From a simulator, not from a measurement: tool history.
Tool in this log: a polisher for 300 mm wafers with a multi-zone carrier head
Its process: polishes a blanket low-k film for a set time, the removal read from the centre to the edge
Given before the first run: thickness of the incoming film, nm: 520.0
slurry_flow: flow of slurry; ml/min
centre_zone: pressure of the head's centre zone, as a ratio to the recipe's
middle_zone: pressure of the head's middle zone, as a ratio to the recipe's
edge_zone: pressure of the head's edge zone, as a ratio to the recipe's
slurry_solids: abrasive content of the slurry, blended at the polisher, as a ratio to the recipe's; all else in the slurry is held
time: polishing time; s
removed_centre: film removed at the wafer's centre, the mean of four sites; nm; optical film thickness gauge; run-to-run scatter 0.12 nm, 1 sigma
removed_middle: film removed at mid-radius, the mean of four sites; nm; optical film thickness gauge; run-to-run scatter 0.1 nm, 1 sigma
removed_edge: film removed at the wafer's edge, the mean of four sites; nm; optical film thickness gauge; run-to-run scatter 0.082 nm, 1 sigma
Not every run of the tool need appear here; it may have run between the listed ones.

run,day,slurry_flow,centre_zone,middle_zone,edge_zone,slurry_solids,time,removed_centre,removed_middle,removed_edge
1,0,185,1,1,1,1,41,15.615,15.145,15.647
2,0.071,185,1.07,1,1,1,41,16.489,15.077,15.498
3,0.217,185,1.07,0.93,1,1,41,16.372,14.552,15.768
4,0.367,185,1.07,0.96,1,1,41,16.607,14.71,15.791
5,0.533,180,1.03,0.99,0.97,0.85,37,13.043,12.37,12.507
6,0.575,180,1.03,1.03,0.97,0.85,37,13.062,12.653,12.581

What does the tool deliver on the next run?
7,0.7,175,1,1.03,0.94,0.75,36,?,?,?

removed_centre: 11.13 nm
removed_middle: 11.548 nm
removed_edge: 11.221 nm
